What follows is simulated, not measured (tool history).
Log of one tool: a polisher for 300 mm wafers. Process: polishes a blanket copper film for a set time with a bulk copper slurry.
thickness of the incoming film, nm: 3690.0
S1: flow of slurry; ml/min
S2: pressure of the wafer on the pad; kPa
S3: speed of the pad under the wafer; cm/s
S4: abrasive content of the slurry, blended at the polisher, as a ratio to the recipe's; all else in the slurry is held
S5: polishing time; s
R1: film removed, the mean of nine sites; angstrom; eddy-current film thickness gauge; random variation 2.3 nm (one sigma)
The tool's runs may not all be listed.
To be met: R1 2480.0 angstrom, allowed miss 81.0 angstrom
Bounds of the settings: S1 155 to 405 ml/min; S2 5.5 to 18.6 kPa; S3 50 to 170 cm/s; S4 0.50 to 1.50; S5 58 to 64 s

run	hour	S1	S2	S3	S4	S5	R1
1	0.0	260	11.7	110	1.00	64	3574.2
2	7.2	260	13.8	110	1.00	64	4083.1
3	14.7	260	13.8	110	1.00	64	4118.6
4	22.4	200	13.8	110	1.00	64	3948.7
5	26.5	200	13.8	110	1.00	64	3919.2
6	35.0	200	12.4	110	1.00	64	3642.9
7	39.0	200	10.3	110	1.00	64	3115.1
8	43.0	195	9.0	110	1.00	64	2849.8
9	48.3	195	8.3	110	1.00	64	2651.6

Which of these 4 next moves meets every target?
A	53.6	175	11.7	92	1.05	58	?
B	53.6	155	7.6	136	0.85	61	?
C	53.6	215	8.3	100	1.05	64	?
D	53.6	215	7.6	110	1.00	58	?

move	R1
A	2578.1
B	2696.8
C	2445.0
D	2264.7
A: nearer than the last run, and not there yet
B: further off than the last run
C: meets every target
D: takes the result that was furthest off past its target
The right move is C.
